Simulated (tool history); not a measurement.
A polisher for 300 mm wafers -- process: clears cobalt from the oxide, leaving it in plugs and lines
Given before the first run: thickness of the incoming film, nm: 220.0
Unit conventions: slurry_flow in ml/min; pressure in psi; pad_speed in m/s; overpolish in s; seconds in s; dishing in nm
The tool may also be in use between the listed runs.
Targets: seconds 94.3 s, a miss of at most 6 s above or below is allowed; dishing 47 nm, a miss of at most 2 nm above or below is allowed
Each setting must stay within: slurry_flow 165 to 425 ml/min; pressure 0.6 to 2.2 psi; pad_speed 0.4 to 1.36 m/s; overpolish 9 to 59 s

Run 1, hour 0: slurry_flow 275 ml/min, pressure 1.4 psi, pad_speed 0.88 m/s, overpolish 30 s. Result: seconds 72.856 s, dishing 46.679 nm.
Run 2, hour 5.8: slurry_flow 275 ml/min, pressure 1.4 psi, pad_speed 0.88 m/s, overpolish 23 s. Result: seconds 72.651 s, dishing 40.743 nm.
Run 3, hour 8.7: slurry_flow 275 ml/min, pressure 1.1 psi, pad_speed 0.88 m/s, overpolish 23 s. Result: seconds 88.174 s, dishing 36.322 nm.
Run 4, hour 16.5: slurry_flow 275 ml/min, pressure 1.1 psi, pad_speed 0.88 m/s, overpolish 25 s. Result: seconds 87.375 s, dishing 38.29 nm.
At hour 17.8: worn pad replaced by a new one.
Run 5, hour 17.8: slurry_flow 275 ml/min, pressure 1.1 psi, pad_speed 0.88 m/s, overpolish 27 s. Result: seconds 82.286 s, dishing 42.693 nm.
Run 6, hour 20.2: slurry_flow 275 ml/min, pressure 1.1 psi, pad_speed 0.88 m/s, overpolish 28 s. Result: seconds 82.027 s, dishing 42.779 nm.
Run 7, hour 26.9: slurry_flow 275 ml/min, pressure 1.1 psi, pad_speed 0.88 m/s, overpolish 29 s. Result: seconds 79.134 s, dishing 44.18 nm.
Run 8, hour 27.6: slurry_flow 275 ml/min, pressure 1 psi, pad_speed 0.88 m/s, overpolish 30 s. Result: seconds 85.993 s, dishing 42.709 nm.

Exactly one of the 5 candidate moves below puts every result within its allowed miss. Which one?
Run A, hour 28.3: slurry_flow 220 ml/min, pressure 0.9 psi, pad_speed 0.74 m/s, overpolish 46 s. Result: seconds ?, dishing ?.
Run B, hour 28.3: slurry_flow 285 ml/min, pressure 0.8 psi, pad_speed 0.94 m/s, overpolish 33 s. Result: seconds ?, dishing ?.
Run C, hour 28.3: slurry_flow 300 ml/min, pressure 0.9 psi, pad_speed 0.86 m/s, overpolish 39 s. Result: seconds ?, dishing ?.
Run D, hour 28.3: slurry_flow 280 ml/min, pressure 0.8 psi, pad_speed 0.78 m/s, overpolish 57 s. Result: seconds ?, dishing ?.
Run E, hour 28.3: slurry_flow 275 ml/min, pressure 0.7 psi, pad_speed 0.88 m/s, overpolish 46 s. Result: seconds ?, dishing ?.

move  seconds  dishing
   A   114.03   45.675
   B   96.374   41.842
   C   95.897   45.716
   D   115.65   50.016
   E   113.38   45.818
A: gets the furthest-off result to its target, but another result is out of tolerance
B: misses by more than the last run did
C: in spec on every target
D: the result that was furthest off in the last run now lies on the other side of its target
E: gets the furthest-off result to its target, but another result is out of tolerance
C is the move that brings every result within its allowed miss.
